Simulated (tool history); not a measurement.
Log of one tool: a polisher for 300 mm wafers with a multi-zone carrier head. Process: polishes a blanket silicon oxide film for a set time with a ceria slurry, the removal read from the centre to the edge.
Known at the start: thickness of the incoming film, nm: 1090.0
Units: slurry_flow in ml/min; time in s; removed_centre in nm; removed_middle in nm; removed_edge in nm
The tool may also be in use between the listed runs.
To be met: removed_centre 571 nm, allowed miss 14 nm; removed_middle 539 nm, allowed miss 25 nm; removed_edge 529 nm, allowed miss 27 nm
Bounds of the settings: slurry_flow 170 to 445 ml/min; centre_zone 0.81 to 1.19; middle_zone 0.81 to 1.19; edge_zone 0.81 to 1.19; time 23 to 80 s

| run | hour | slurry_flow | centre_zone | middle_zone | edge_zone | time | removed_centre | removed_middle | removed_edge |
|---|---|---|---|---|---|---|---|---|---|
| 1 | 0 | 285 | 1 | 1 | 1 | 51 | 367.23 | 350.67 | 346.12 |
| 2 | 5 | 290 | 1.03 | 1.03 | 1.05 | 57 | 424.05 | 392.56 | 396.24 |
| 3 | 13 | 340 | 1.03 | 1.03 | 1.05 | 57 | 428.95 | 419.52 | 400.11 |
| 4 | 14.1 | 310 | 1.03 | 1.03 | 1.05 | 57 | 432.39 | 406.22 | 397.69 |
| 5 | 18.9 | 310 | 1.03 | 1.03 | 0.98 | 57 | 422.72 | 410.15 | 389.62 |
|  | 25.3 | centre zone pressure recalibrated |
| 6 | 25.3 | 315 | 1.04 | 1.04 | 1.01 | 61 | 439.36 | 441.12 | 420.95 |
| 7 | 26.6 | 330 | 1.07 | 1.05 | 1.05 | 64 | 475.98 | 469.34 | 453.87 |
| 8 | 32.5 | 345 | 1.11 | 1.05 | 1.06 | 66 | 508.87 | 477.33 | 477.66 |
| 9 | 34.5 | 360 | 1.13 | 1.07 | 1.06 | 68 | 528.43 | 499.92 | 485.79 |
| 10 | 42.8 | 360 | 1.13 | 1.07 | 1.06 | 68 | 538.71 | 509.48 | 484.03 |
| 11 | 44.8 | 365 | 1.13 | 1.07 | 1.08 | 69 | 535.17 | 518.59 | 503.22 |
| 12 | 48 | 370 | 1.14 | 1.07 | 1.08 | 70 | 557.5 | 523.73 | 493.8 |

Which of these 5 next moves meets every target?
| A | 51.2 | 350 | 1.16 | 1.04 | 1.07 | 75 | ? | ? | ? |
| B | 51.2 | 305 | 1.09 | 1.02 | 1.02 | 76 | ? | ? | ? |
| C | 51.2 | 405 | 1.03 | 1.01 | 1.09 | 75 | ? | ? | ? |
| D | 51.2 | 170 | 1.12 | 0.94 | 1.12 | 77 | ? | ? | ? |
| E | 51.2 | 270 | 1.05 | 0.98 | 1.19 | 80 | ? | ? | ? |

| move | removed_centre | removed_middle | removed_edge |
|---|---|---|---|
| A | 598.59 | 544.49 | 533.91 |
| B | 564.07 | 535.82 | 523.2 |
| C | 542.97 | 537.86 | 544.11 |
| D | 530.94 | 463.8 | 520.64 |
| E | 564.8 | 537.87 | 589.62 |
A: brings the result that was furthest off to its target, and leaves another outside
B: meets every target
C: brings the result that was furthest off to its target, and leaves another outside
D: brings the result that was furthest off to its target, and leaves another outside
E: takes the result that was furthest off past its target
Answer: B
